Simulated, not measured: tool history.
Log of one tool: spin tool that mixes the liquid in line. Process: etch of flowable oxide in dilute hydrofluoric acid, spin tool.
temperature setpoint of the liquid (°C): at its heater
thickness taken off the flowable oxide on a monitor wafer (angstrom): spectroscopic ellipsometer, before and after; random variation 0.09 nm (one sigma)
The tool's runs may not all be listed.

| run | day | temperature setpoint of the liquid (°C) | parts of water to one part of 49 % hydrofluoric acid (parts by volume) | time under the liquid (s) | thickness taken off the flowable oxide on a monitor wafer (angstrom) |
|---|---|---|---|---|---|
| 1 | 0 | 25 | 60 | 30 | 235.47 |
| 2 | 0.242 | 25 | 75 | 30 | 184.84 |
| 3 | 0.342 | 27.5 | 75 | 30 | 205.83 |
| 4 | 0.488 | 30.5 | 75 | 30 | 228.81 |
| 5 | 0.538 | 29 | 75 | 30 | 216.64 |
| 6 | 0.621 | 28 | 75 | 30 | 207.64 |

Run 7 comes next. What will it give?
| 7 | 0.783 | 28 | 75 | 30 | ? |

Run 7 gave thickness taken off the flowable oxide on a monitor wafer (angstrom) 210.44.
